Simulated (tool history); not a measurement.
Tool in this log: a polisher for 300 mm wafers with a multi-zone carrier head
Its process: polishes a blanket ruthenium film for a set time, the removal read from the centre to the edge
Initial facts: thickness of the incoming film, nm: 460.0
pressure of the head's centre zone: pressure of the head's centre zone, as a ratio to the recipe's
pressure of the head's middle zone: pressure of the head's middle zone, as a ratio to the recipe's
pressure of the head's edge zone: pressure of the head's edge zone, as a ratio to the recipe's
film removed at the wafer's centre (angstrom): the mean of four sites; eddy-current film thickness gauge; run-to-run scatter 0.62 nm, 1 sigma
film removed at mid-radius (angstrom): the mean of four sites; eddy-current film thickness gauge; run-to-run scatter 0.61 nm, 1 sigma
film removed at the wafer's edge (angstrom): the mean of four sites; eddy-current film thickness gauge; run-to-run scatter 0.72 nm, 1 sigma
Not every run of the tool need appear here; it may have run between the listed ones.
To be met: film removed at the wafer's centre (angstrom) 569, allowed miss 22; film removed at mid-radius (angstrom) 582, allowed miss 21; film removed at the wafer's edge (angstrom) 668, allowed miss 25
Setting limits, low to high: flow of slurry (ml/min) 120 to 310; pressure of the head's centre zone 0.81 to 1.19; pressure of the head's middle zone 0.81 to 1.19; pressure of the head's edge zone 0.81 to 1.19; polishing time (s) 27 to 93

run  hour  flow of slurry (ml/min)  pressure of the head's centre zone  pressure of the head's middle zone  pressure of the head's edge zone  polishing time (s)  film removed at the wafer's centre (angstrom)  film removed at mid-radius (angstrom)  film removed at the wafer's edge (angstrom)
  1     0                      200                                   1                                   1                                 1                  59                                         735.11                                 746.48                                       736.62
  2   2.5                      200                                   1                                   1                              0.95                  59                                         741.99                                 747.47                                       709.52
  3   3.3                      195                                0.99                                0.98                              0.95                  59                                         722.29                                 741.08                                       727.82
  4   4.7                      195                                0.99                                0.97                              0.95                  58                                         705.61                                 703.02                                       710.03
  5  11.4                      190                                0.98                                0.96                              0.94                  58                                         687.01                                 703.25                                        702.9
  6  14.5                      225                                0.98                                0.96                              0.94                  58                                         717.91                                 718.98                                       709.49
  7  18.3                      220                                0.97                                0.95                              0.94                  58                                         711.24                                  716.8                                       708.01
  8  22.6                      215                                0.96                                0.94                              0.94                  58                                         710.24                                 700.76                                       692.61
  9  23.3                      205                                0.95                                0.93                              0.96                  58                                         686.75                                 701.75                                       714.57
 10  26.9                      200                                0.94                                0.92                              0.96                  58                                         671.52                                 675.03                                        728.2
 11  32.4                      195                                0.93                                0.91                              0.95                  58                                         656.28                                 686.76                                       694.45
 12  33.6                      190                                0.93                                 0.9                              0.96                  58                                         668.37                                 688.51                                       717.04
 13  41.2                      190                                0.93                                0.89                              0.96                  57                                         657.34                                 674.92                                       700.95

Below are 4 possible settings for the next run. Only one of them brings all results inside the allowed miss of their targets. Which is it?
  A  48.8                      240                                1.04                                0.88                              0.94                  63                                              ?                                      ?                                            ?
  B  48.8                      175                                0.81                                0.95                              0.97                  60                                              ?                                      ?                                            ?
  C  48.8                      185                                0.81                                0.85                              1.01                  53                                              ?                                      ?                                            ?
  D  48.8                      180                                0.87                                0.81                              1.03                  54                                              ?                                      ?                                            ?

move  film removed at the wafer's centre (angstrom)  film removed at mid-radius (angstrom)  film removed at the wafer's edge (angstrom)
   A                                         828.52                                 756.68                                       769.74
   B                                          588.5                                 729.94                                       723.31
   C                                         523.71                                 605.15                                       655.54
   D                                         571.14                                 596.29                                       672.89
A: the biggest miss grows against the last run
B: the biggest miss grows against the last run
C: closes in on the targets versus the last run, not all within tolerance yet
D: every result lands within tolerance
The right move is D.
